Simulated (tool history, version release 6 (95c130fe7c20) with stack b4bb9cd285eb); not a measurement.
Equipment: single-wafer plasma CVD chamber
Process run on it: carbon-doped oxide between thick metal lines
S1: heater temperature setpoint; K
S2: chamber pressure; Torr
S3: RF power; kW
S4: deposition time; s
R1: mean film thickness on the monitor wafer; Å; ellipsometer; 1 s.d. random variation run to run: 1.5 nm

run	hour	S1	S2	S3	S4	R1
1	0	628.15	4.05	0.41	105	4108.5
2	7.9	627.15	4.2	0.425	105	4234.3
3	15.2	626.15	4.3	0.435	105	4338.6
4	22.1	625.15	4.4	0.445	105	4448.3
5	30.7	631.15	4.4	0.445	105	4377.5
6	34	631.15	4.4	0.495	105	4707
7	39.8	630.15	4.46	0.495	105	4702.6

Run 8 has not been measured yet. What should we expect?
8	41.1	629.15	4.52	0.495	105	?

{"run 8": {"R1": 4730.8}}
